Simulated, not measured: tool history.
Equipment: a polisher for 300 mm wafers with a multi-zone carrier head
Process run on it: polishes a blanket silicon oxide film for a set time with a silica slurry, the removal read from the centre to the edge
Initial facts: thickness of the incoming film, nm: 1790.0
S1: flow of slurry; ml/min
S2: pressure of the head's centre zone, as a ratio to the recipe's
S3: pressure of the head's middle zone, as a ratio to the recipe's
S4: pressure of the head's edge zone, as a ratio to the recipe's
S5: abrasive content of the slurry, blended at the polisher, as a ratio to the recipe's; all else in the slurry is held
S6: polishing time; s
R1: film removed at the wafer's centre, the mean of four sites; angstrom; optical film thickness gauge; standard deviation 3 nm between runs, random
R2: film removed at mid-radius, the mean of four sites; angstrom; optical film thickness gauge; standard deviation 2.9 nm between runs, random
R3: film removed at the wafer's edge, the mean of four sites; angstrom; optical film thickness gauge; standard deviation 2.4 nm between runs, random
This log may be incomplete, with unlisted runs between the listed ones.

run 1 hour=0 | S1=235 S2=1 S3=1 S4=1 S5=1 S6=36 | R1=1833.8 R2=1843.2 R3=1863.6
run 2 hour=4.8 | S1=235 S2=1.06 S3=1 S4=1 S5=1 S6=36 | R1=1888.5 R2=1830.1 R3=1829.7
run 3 hour=6.6 | S1=235 S2=0.99 S3=1 S4=1 S5=1 S6=36 | R1=1767.7 R2=1870.5 R3=1801.3
run 4 hour=13.7 | S1=260 S2=0.99 S3=1 S4=1 S5=1 S6=36 | R1=1775.1 R2=1899.4 R3=1855.3
run 5 hour=18.1 | S1=290 S2=0.99 S3=1 S4=1 S5=1 S6=36 | R1=1821.6 R2=1937.9 R3=1851
run 6 hour=21.3 | S1=285 S2=1.01 S3=1 S4=1.03 S5=1.1 S6=36 | R1=1980.5 R2=1948.7 R3=1938.8
run 7 hour=21.9 | S1=280 S2=0.99 S3=1.01 S4=1.05 S5=1.2 S6=36 | R1=1944.4 R2=2096.6 R3=2027.2

Run 8 has not been measured yet. What should we expect?
run 8 hour=23 | S1=280 S2=1.01 S3=1.01 S4=1.07 S5=1.25 S6=36 | R1=? R2=? R3=?

Run 8 produced R1 2045.4 angstrom, R2 2125.4 angstrom, R3 2076.6 angstrom.
